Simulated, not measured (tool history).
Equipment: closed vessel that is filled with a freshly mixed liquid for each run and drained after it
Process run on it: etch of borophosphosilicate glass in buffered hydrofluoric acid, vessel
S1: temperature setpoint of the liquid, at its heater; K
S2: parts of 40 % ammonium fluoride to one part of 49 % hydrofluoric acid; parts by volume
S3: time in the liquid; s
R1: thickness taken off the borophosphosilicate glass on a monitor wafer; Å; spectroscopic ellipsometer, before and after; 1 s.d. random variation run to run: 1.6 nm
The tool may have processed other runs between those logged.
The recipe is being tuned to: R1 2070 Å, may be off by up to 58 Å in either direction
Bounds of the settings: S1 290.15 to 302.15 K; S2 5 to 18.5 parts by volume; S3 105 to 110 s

run 1 hour=0 | S1=294.15 S2=11.5 S3=105 | R1=1181.8
run 2 hour=6.7 | S1=294.15 S2=11.5 S3=110 | R1=1238.8
run 3 hour=13.2 | S1=294.15 S2=14.5 S3=110 | R1=982.65
run 4 hour=16.1 | S1=294.15 S2=14.5 S3=105 | R1=926.7
run 5 hour=24.5 | S1=295.65 S2=13.5 S3=105 | R1=1095.2
run 6 hour=25.5 | S1=295.65 S2=11 S3=105 | R1=1316.6
run 7 hour=31.4 | S1=299.65 S2=9.5 S3=105 | R1=1899.9
run 8 hour=36 | S1=300.65 S2=9.5 S3=105 | R1=1968.1

Which one of the following 5 next-run settings gets every result inside its allowed miss? There is exactly one.
run A hour=40.6 | S1=298.15 S2=7.5 S3=105 | R1=?
run B hour=40.6 | S1=300.15 S2=8.5 S3=110 | R1=?
run C hour=40.6 | S1=300.15 S2=10 S3=105 | R1=?
run D hour=40.6 | S1=302.15 S2=9.5 S3=110 | R1=?
run E hour=40.6 | S1=300.15 S2=9 S3=110 | R1=?

move=A R1=2183.7
move=B R1=2218.7
move=C R1=1860.4
move=D R1=2237
move=E R1=2084.2
A: takes the result that was furthest off past its target
B: takes the result that was furthest off past its target
C: misses by more than the last run did
D: takes the result that was furthest off past its target
E: every result lands within tolerance
So the answer is move E, the one that meets all the targets.

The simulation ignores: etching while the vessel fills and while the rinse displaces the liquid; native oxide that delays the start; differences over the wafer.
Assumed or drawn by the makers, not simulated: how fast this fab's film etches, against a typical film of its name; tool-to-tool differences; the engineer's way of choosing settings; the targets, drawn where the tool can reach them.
